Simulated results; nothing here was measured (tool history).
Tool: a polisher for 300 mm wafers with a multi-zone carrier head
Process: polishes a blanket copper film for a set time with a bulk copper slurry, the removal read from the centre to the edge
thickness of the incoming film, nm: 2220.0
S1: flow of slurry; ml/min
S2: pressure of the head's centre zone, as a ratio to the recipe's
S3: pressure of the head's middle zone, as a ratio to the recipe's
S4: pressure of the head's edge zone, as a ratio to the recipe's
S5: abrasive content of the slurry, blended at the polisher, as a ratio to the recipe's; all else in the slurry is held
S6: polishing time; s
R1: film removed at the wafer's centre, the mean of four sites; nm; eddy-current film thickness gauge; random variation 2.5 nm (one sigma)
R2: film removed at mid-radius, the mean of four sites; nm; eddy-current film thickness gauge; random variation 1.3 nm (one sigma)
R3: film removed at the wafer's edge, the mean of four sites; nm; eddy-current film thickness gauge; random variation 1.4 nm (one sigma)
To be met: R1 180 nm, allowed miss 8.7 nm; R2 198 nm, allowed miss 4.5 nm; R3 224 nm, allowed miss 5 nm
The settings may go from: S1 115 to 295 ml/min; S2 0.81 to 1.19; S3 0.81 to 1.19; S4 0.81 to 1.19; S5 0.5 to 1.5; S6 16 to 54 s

run 1 hour=0 | S1=190 S2=1 S3=1 S4=1 S5=1 S6=35 | R1=197.97 R2=201.24 R3=201.66
run 2 hour=4.8 | S1=190 S2=1 S3=1 S4=0.92 S5=1 S6=35 | R1=198.34 R2=203.29 R3=192.47
run 3 hour=6.8 | S1=195 S2=0.97 S3=0.99 S4=0.96 S5=1 S6=35 | R1=194.69 R2=198.63 R3=199.46
run 4 hour=10.8 | S1=170 S2=0.97 S3=0.99 S4=0.96 S5=1 S6=35 | R1=188.82 R2=195.54 R3=194.53
run 5 hour=16.5 | S1=180 S2=0.94 S3=0.99 S4=0.99 S5=1 S6=35 | R1=182.05 R2=197.69 R3=201.23
run 6 hour=19.1 | S1=180 S2=0.94 S3=0.99 S4=0.99 S5=1.2 S6=35 | R1=190.64 R2=207.47 R3=210.69
run 7 hour=28.1 | S1=180 S2=0.93 S3=0.98 S4=1.01 S5=1.2 S6=35 | R1=193.32 R2=206.6 R3=210.1
-- hour=33.9 worn pad replaced by a new one
run 8 hour=33.9 | S1=180 S2=0.91 S3=0.97 S4=1.04 S5=1.2 S6=35 | R1=208.59 R2=222.2 R3=231.86
run 9 hour=36.7 | S1=165 S2=0.89 S3=0.95 S4=1.03 S5=1.15 S6=35 | R1=196.84 R2=215.87 R3=231.29
run 10 hour=41.1 | S1=160 S2=0.88 S3=0.94 S4=1.02 S5=1.1 S6=35 | R1=191.01 R2=211.11 R3=224.86
run 11 hour=48.4 | S1=155 S2=0.87 S3=0.92 S4=1.01 S5=1.05 S6=35 | R1=180.51 R2=206.5 R3=218.32

5 next moves are on the table. One of them brings every result within its allowed miss. Which?
run A hour=55.7 | S1=120 S2=0.87 S3=1 S4=0.91 S5=1.15 S6=37 | R1=? R2=? R3=?
run B hour=55.7 | S1=165 S2=0.89 S3=0.93 S4=0.98 S5=1.15 S6=33 | R1=? R2=? R3=?
run C hour=55.7 | S1=120 S2=0.87 S3=0.94 S4=0.98 S5=0.7 S6=44 | R1=? R2=? R3=?
run D hour=55.7 | S1=135 S2=0.84 S3=0.85 S4=0.99 S5=1.05 S6=37 | R1=? R2=? R3=?
run E hour=55.7 | S1=145 S2=0.81 S3=0.97 S4=0.9 S5=0.95 S6=37 | R1=? R2=? R3=?

move=A R1=188.02 R2=215.53 R3=217.07
move=B R1=187.02 R2=198.27 R3=211.71
move=C R1=196.88 R2=217.18 R3=235.55
move=D R1=183.74 R2=196.85 R3=225.99
move=E R1=176.17 R2=211.62 R3=213
A: further off than the last run
B: brings the result that was furthest off to its target, and leaves another outside
C: further off than the last run
D: meets every target
E: further off than the last run
The right move is D.

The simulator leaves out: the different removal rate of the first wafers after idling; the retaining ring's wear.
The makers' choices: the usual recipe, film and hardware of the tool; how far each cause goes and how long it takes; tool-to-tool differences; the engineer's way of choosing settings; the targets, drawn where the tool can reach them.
